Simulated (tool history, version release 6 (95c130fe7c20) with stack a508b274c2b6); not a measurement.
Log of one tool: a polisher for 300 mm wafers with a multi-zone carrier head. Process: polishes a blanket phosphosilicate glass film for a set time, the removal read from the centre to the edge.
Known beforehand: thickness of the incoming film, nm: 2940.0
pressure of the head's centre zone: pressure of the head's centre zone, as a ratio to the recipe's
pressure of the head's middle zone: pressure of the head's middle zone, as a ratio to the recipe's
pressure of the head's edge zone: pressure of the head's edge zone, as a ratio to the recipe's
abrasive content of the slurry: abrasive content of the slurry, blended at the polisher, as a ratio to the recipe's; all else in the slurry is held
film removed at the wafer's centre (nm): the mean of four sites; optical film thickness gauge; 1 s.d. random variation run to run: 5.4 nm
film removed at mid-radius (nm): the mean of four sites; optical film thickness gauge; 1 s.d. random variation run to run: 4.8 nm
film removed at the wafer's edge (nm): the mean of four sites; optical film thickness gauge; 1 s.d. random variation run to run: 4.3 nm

run	hour	flow of slurry (ml/min)	pressure of the head's centre zone	pressure of the head's middle zone	pressure of the head's edge zone	abrasive content of the slurry	polishing time (s)	film removed at the wafer's centre (nm)	film removed at mid-radius (nm)	film removed at the wafer's edge (nm)
1	0.0	140	1.00	1.00	1.00	1.00	79	718.09	672.49	695.99
2	3.4	130	0.97	0.96	0.97	0.85	76	582.75	565.37	582.01
3	11.6	120	0.96	0.91	0.97	0.80	75	542.75	500.77	550.56
4	20.5	110	0.94	0.88	0.94	0.75	75	489.14	457.93	510.58
5	28.1	110	0.88	0.88	0.94	0.75	75	473.96	462.18	511.27
6	31.4	110	0.88	0.95	0.94	0.75	75	456.65	492.63	507.69

Run 7 is up next; what results do you expect?
7	37.1	105	0.89	0.91	0.92	0.75	75	?	?	?

For run 7 the tool returned film removed at the wafer's centre (nm) 457.08, film removed at mid-radius (nm) 475.15, film removed at the wafer's edge (nm) 494.09.
